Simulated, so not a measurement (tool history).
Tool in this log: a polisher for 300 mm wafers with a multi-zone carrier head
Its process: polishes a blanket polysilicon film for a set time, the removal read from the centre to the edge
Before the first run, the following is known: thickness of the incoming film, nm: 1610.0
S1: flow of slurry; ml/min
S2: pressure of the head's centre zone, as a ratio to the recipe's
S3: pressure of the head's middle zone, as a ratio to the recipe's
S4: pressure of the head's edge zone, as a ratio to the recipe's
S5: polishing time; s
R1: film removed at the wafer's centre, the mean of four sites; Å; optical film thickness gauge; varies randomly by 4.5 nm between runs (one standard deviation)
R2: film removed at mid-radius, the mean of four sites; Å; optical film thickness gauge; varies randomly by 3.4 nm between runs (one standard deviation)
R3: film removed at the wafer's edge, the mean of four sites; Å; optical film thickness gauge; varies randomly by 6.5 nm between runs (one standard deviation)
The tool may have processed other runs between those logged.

run	hour	S1	S2	S3	S4	S5	R1	R2	R3
1	0	215	1	1	1	81	4993.9	5089.8	5081.4
2	4	215	1	1.06	1	81	5030.8	5345.9	5109.5
3	9.8	195	1	1.06	1	81	4900.2	5255.6	5052.2
4	16.8	220	1.03	1.03	1.02	81	5209.8	5218.5	5197
5	18.2	240	1.05	1.01	1.03	81	5427.7	5169.9	5214.8
6	24.4	240	1.05	1.09	1.03	81	5373.4	5497	5187.9
7	28.2	250	1.07	1.06	1.05	81	5529.8	5423.1	5291.7
8	29.4	260	1.09	1.04	1.06	81	5665.2	5349.3	5343.3
9	36.3	265	1.11	1.02	1.07	81	5699.8	5242.7	5453
10	45.1	275	1.13	1.01	1.07	81	5932.3	5286.4	5405.3

Expected results for the next run?
11	52.1	275	1.14	1	1.08	81	?	?	?

R1: 5891.4 Å
R2: 5165.4 Å
R3: 5444.1 Å
